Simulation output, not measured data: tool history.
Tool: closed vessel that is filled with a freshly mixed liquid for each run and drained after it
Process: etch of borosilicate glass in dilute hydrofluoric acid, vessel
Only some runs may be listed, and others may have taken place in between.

run  hour  temperature setpoint of the liquid (°C)  parts of water to one part of 49 % hydrofluoric acid (parts by volume)  time in the liquid (s)  thickness taken off the borosilicate glass on a monitor wafer (nm)
  1     0                                       23                                                                      55                      90                                                              40.682
  2   8.6                                     24.5                                                                      50                      90                                                              47.944
  3  12.4                                     24.5                                                                      50                      90                                                              47.935
  4  21.6                                       27                                                                      50                      90                                                              53.243
  5    27                                     25.5                                                                      50                      90                                                              50.399
  6  27.9                                     25.5                                                                      50                     100                                                              55.274

Run 7 has not been measured yet. What should we expect?
  7  30.5                                     26.5                                                                      45                     100                                                                   ?

{"run 7": {"thickness taken off the borosilicate glass on a monitor wafer (nm)": 65.307}}

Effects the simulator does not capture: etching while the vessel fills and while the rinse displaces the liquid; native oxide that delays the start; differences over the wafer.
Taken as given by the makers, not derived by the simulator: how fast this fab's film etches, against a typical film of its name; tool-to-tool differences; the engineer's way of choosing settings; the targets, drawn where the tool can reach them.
